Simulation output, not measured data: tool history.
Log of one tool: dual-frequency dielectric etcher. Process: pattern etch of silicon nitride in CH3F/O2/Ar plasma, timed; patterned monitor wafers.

| run | hour | source power (kW) | bias power (kW) | etch time (s) | mean etch depth across the wafer (nm) |
|---|---|---|---|---|---|
| 1 | 0 | 0.4 | 0.087 | 35 | 23.203 |
| 2 | 3 | 0.4 | 0.087 | 35 | 23.353 |
| 3 | 9.8 | 0.4 | 0.097 | 35 | 24.545 |
| 4 | 13.1 | 0.4 | 0.084 | 35 | 22.842 |
| 5 | 19 | 0.4 | 0.084 | 32.5 | 21.426 |
| 6 | 21.7 | 0.39 | 0.083 | 32.5 | 20.901 |

Run 7 comes next. What will it give?
| 7 | 30.6 | 0.38 | 0.083 | 32.5 | ? |

{"run 7": {"mean etch depth across the wafer (nm)": 20.398}}

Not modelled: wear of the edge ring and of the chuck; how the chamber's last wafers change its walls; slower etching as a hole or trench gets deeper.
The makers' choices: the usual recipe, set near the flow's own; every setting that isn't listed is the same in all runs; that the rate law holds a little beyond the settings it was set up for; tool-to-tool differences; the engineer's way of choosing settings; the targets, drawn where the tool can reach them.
